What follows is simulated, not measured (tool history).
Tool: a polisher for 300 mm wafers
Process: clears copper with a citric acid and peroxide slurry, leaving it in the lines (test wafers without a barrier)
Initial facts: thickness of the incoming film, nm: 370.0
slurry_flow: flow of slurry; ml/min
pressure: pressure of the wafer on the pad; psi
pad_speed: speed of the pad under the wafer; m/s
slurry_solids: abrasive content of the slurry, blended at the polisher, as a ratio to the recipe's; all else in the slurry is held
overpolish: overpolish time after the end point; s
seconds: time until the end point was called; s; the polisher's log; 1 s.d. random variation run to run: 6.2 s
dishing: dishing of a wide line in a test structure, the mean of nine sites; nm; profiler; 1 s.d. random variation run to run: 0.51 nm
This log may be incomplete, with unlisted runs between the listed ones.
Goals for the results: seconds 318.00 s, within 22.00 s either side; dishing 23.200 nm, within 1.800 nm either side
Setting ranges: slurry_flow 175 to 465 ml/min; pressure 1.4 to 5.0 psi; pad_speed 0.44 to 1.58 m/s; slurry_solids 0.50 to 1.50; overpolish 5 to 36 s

run 1 hour=0.0 | slurry_flow=295 pressure=3.2 pad_speed=1.00 slurry_solids=1.00 overpolish=18 | seconds=179.25 dishing=28.791
run 2 hour=6.4 | slurry_flow=295 pressure=2.9 pad_speed=0.98 slurry_solids=1.00 overpolish=19 | seconds=199.26 dishing=25.886
run 3 hour=10.4 | slurry_flow=295 pressure=2.9 pad_speed=0.98 slurry_solids=1.20 overpolish=19 | seconds=198.84 dishing=26.694
run 4 hour=17.5 | slurry_flow=295 pressure=2.7 pad_speed=0.96 slurry_solids=1.20 overpolish=20 | seconds=213.86 dishing=26.044
run 5 hour=21.3 | slurry_flow=295 pressure=2.4 pad_speed=0.96 slurry_solids=1.20 overpolish=20 | seconds=236.53 dishing=25.138
run 6 hour=25.7 | slurry_flow=295 pressure=1.8 pad_speed=0.96 slurry_solids=1.20 overpolish=20 | seconds=313.94 dishing=18.756
run 7 hour=32.3 | slurry_flow=295 pressure=1.8 pad_speed=0.96 slurry_solids=1.20 overpolish=21 | seconds=304.60 dishing=19.868
run 8 hour=38.7 | slurry_flow=295 pressure=1.8 pad_speed=0.96 slurry_solids=1.20 overpolish=22 | seconds=302.12 dishing=20.932

4 candidate next runs follow, results not yet known. Just one meets every target within its allowed miss. Identify it.
run A hour=45.1 | slurry_flow=340 pressure=1.9 pad_speed=0.84 slurry_solids=1.10 overpolish=26 | seconds=? dishing=?
run B hour=45.1 | slurry_flow=185 pressure=2.1 pad_speed=1.04 slurry_solids=1.10 overpolish=22 | seconds=? dishing=?
run C hour=45.1 | slurry_flow=355 pressure=2.1 pad_speed=0.96 slurry_solids=1.15 overpolish=17 | seconds=? dishing=?
run D hour=45.1 | slurry_flow=315 pressure=2.0 pad_speed=0.98 slurry_solids=1.20 overpolish=25 | seconds=? dishing=?

move=A seconds=314.69 dishing=22.281
move=B seconds=260.04 dishing=22.819
move=C seconds=260.74 dishing=18.196
move=D seconds=268.36 dishing=24.705
A: hits every target within its allowed miss
B: the worst result of the last run now meets its target, but another is out of spec
C: further off than the last run
D: the worst result of the last run now meets its target, but another is out of spec
The move that meets every target is A.

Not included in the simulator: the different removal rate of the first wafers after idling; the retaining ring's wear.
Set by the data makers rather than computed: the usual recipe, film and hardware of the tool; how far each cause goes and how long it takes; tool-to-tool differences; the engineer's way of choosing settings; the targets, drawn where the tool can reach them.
